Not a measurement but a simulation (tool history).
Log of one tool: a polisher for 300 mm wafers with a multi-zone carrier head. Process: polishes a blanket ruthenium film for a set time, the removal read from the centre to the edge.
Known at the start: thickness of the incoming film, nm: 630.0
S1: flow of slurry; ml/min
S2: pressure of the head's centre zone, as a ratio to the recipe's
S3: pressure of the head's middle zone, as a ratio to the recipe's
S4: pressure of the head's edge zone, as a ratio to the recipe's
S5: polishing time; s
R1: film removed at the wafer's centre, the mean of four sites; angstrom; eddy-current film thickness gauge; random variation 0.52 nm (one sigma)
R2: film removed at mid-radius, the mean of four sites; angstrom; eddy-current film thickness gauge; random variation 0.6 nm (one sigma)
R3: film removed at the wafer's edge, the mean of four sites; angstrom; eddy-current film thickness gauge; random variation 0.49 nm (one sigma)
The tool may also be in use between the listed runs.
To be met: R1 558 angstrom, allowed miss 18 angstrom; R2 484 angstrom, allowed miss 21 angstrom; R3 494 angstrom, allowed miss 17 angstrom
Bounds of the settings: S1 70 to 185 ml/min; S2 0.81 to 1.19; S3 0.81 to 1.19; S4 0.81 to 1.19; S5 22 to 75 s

run  hour   S1    S2    S3    S4  S5      R1      R2      R3
  1     0  120     1     1     1  48  618.02  627.75   614.4
  2   5.7  120     1  1.06     1  48   612.1  650.98  614.35
  3  14.5  115  1.01  1.04  0.99  47  610.43  615.85  589.53
  4  23.1  115  1.01  1.08  0.99  47  602.96  639.03  596.69
  5  32.1  115  1.01  1.08  0.96  47  609.83  637.18  581.47
  6  38.1  115  1.06  1.08  0.96  47  620.31  632.95  599.75
  7  40.6  110  1.06  1.06  0.95  47  625.39  607.85  586.47
  8  46.5  105  1.05  1.05  0.94  47  613.01  617.31  574.06
  9  53.4  105  1.06  1.03  0.94  46  596.38  592.08  563.24
 10  54.4  105  1.07  1.01  0.93  46  606.07  574.66  551.67
 11  61.4  100  1.07     1  0.93  46  604.19  565.27  555.15
 12  63.3   85  1.08  0.92  0.84  42  532.78  467.55   463.8
 13  64.9   85  1.08  0.92  0.84  42  529.33  469.18  468.02

5 next moves are on the table. One of them brings every result within its allowed miss. Which?
  A  66.5   70  0.93  0.94  0.83  47   ?   ?   ?
  B  66.5   80   1.1  0.93  0.85  44   ?   ?   ?
  C  66.5  120  0.94   0.9  0.94  42   ?   ?   ?
  D  66.5   95  1.14  0.94  0.81  40   ?   ?   ?
  E  66.5   95  1.07  1.09  0.85  37   ?   ?   ?

move      R1      R2      R3
   A  487.58  486.92  510.22
   B  556.62  467.26  493.74
   C  508.58  475.65     525
   D  548.98  446.53  451.55
   E  478.74  468.28   425.8
A: further off than the last run
B: meets every target
C: further off than the last run
D: brings the result that was furthest off to its target, and leaves another outside
E: further off than the last run
Move B is the one to make.
